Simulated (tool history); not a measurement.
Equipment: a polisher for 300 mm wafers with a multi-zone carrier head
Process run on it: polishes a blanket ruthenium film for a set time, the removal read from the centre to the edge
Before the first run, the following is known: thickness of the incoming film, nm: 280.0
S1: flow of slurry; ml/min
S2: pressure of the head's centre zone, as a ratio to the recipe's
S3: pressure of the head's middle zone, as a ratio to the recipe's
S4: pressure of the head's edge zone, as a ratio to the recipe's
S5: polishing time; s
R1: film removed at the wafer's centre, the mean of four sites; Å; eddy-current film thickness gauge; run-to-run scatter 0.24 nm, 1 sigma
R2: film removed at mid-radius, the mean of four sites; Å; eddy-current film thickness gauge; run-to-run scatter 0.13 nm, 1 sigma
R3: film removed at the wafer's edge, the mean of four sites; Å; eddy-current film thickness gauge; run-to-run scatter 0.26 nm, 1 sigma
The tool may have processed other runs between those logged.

run	hour	S1	S2	S3	S4	S5	R1	R2	R3
1	0.0	290	1.00	1.00	1.00	40	332.09	349.06	338.19
2	1.6	250	1.00	1.00	1.00	40	341.51	338.89	325.62
3	2.2	235	0.96	0.98	0.96	35	287.87	292.03	287.48
4	3.0	235	0.96	0.98	1.04	35	280.92	291.58	291.23
5	8.8	220	0.96	0.99	1.02	31	242.78	257.02	250.64
6	11.2	210	0.97	0.99	1.01	29	231.76	241.81	237.92

Run 7 has not been measured yet. What should we expect?
7	12.6	200	0.98	1.00	1.00	27	?	?	?

Run 7 came out at R1 215.98 Å, R2 226.79 Å, R3 219.54 Å.
